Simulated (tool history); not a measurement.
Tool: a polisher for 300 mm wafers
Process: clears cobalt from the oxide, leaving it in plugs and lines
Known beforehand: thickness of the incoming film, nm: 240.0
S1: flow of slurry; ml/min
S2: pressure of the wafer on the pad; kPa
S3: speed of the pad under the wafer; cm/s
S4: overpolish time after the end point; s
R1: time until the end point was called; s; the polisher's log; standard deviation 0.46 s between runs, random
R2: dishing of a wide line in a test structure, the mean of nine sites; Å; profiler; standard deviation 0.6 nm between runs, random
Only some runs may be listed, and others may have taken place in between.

Run 1, hour 0.0: S1 290 ml/min, S2 14.5 kPa, S3 96 cm/s, S4 14 s. Result: R1 46.788 s, R2 397.17 Å.
Run 2, hour 4.8: S1 220 ml/min, S2 14.5 kPa, S3 96 cm/s, S4 14 s. Result: R1 48.630 s, R2 396.14 Å.
Run 3, hour 12.0: S1 220 ml/min, S2 14.5 kPa, S3 96 cm/s, S4 8 s. Result: R1 49.333 s, R2 269.44 Å.
Run 4, hour 12.7: S1 220 ml/min, S2 17.2 kPa, S3 96 cm/s, S4 8 s. Result: R1 42.104 s, R2 312.31 Å.
Run 5, hour 19.0: S1 220 ml/min, S2 17.9 kPa, S3 96 cm/s, S4 8 s. Result: R1 39.001 s, R2 316.81 Å.
Run 6, hour 27.4: S1 220 ml/min, S2 17.9 kPa, S3 114 cm/s, S4 8 s. Result: R1 33.443 s, R2 345.64 Å.
Run 7, hour 31.4: S1 220 ml/min, S2 17.9 kPa, S3 114 cm/s, S4 13 s. Result: R1 33.379 s, R2 462.55 Å.

What will run 8 give?
Run 8, hour 39.9: S1 225 ml/min, S2 17.9 kPa, S3 114 cm/s, S4 12 s. Result: R1 ?, R2 ?.

R1: 34.304 s
R2: 452.08 Å

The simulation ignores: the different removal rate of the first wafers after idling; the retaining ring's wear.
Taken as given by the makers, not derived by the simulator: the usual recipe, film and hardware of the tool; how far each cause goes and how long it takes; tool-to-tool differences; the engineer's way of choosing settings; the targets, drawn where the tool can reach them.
